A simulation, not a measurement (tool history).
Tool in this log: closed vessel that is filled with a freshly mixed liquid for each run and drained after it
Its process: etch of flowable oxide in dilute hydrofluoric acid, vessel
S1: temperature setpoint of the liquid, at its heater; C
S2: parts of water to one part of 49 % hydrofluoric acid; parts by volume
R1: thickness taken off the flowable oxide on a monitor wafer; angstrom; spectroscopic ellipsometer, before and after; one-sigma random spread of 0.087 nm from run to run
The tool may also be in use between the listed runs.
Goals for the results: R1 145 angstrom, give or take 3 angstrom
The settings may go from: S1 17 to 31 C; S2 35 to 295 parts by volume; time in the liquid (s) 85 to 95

Run 1, hour 0: S1 23 C, S2 165 parts by volume, time in the liquid (s) 85. Result: R1 122.05 angstrom.
Run 2, hour 9.3: S1 23.5 C, S2 165 parts by volume, time in the liquid (s) 85. Result: R1 124.2 angstrom.
Run 3, hour 14.9: S1 21 C, S2 165 parts by volume, time in the liquid (s) 85. Result: R1 112.17 angstrom.
Run 4, hour 18.6: S1 18 C, S2 165 parts by volume, time in the liquid (s) 85. Result: R1 98.156 angstrom.
Run 5, hour 23.7: S1 17 C, S2 165 parts by volume, time in the liquid (s) 85. Result: R1 95.532 angstrom.
Run 6, hour 25: S1 17 C, S2 215 parts by volume, time in the liquid (s) 85. Result: R1 70.017 angstrom.
Run 7, hour 26.2: S1 19 C, S2 210 parts by volume, time in the liquid (s) 85. Result: R1 78.057 angstrom.
Run 8, hour 31.4: S1 23 C, S2 175 parts by volume, time in the liquid (s) 85. Result: R1 114.83 angstrom.
Run 9, hour 37.1: S1 23.5 C, S2 175 parts by volume, time in the liquid (s) 85. Result: R1 116.11 angstrom.
Run 10, hour 43.5: S1 24 C, S2 175 parts by volume, time in the liquid (s) 85. Result: R1 117.34 angstrom.
Run 11, hour 50.3: S1 24.5 C, S2 175 parts by volume, time in the liquid (s) 85. Result: R1 120.98 angstrom.
Run 12, hour 54.2: S1 25 C, S2 175 parts by volume, time in the liquid (s) 85. Result: R1 123.01 angstrom.
Run 13, hour 56.7: S1 25.5 C, S2 175 parts by volume, time in the liquid (s) 85. Result: R1 123.84 angstrom.
Run 14, hour 65.3: S1 25.5 C, S2 175 parts by volume, time in the liquid (s) 85. Result: R1 123.14 angstrom.
Run 15, hour 67.7: S1 26 C, S2 175 parts by volume, time in the liquid (s) 85. Result: R1 128.7 angstrom.
Run 16, hour 72.5: S1 26.5 C, S2 175 parts by volume, time in the liquid (s) 85. Result: R1 129.38 angstrom.
Run 17, hour 76.7: S1 27 C, S2 175 parts by volume, time in the liquid (s) 85. Result: R1 131.32 angstrom.
Run 18, hour 81.5: S1 27.5 C, S2 175 parts by volume, time in the liquid (s) 85. Result: R1 134.7 angstrom.
Run 19, hour 88.3: S1 28 C, S2 175 parts by volume, time in the liquid (s) 85. Result: R1 136.74 angstrom.
Run 20, hour 94.2: S1 29 C, S2 175 parts by volume, time in the liquid (s) 85. Result: R1 141.81 angstrom.

Below are 4 possible settings for the next run. Only one of them brings all results inside the allowed miss of their targets. Which is it?
Run A, hour 100.1: S1 28.5 C, S2 185 parts by volume, time in the liquid (s) 90. Result: R1 ?.
Run B, hour 100.1: S1 27.5 C, S2 180 parts by volume, time in the liquid (s) 90. Result: R1 ?.
Run C, hour 100.1: S1 29 C, S2 180 parts by volume, time in the liquid (s) 90. Result: R1 ?.
Run D, hour 100.1: S1 30.5 C, S2 195 parts by volume, time in the liquid (s) 90. Result: R1 ?.

move      R1
   A  136.62
   B  136.18
   C  143.82
   D  137.55
A: moves away from the targets compared with the last run
B: moves away from the targets compared with the last run
C: every result within its allowed miss
D: moves away from the targets compared with the last run
Answer: C
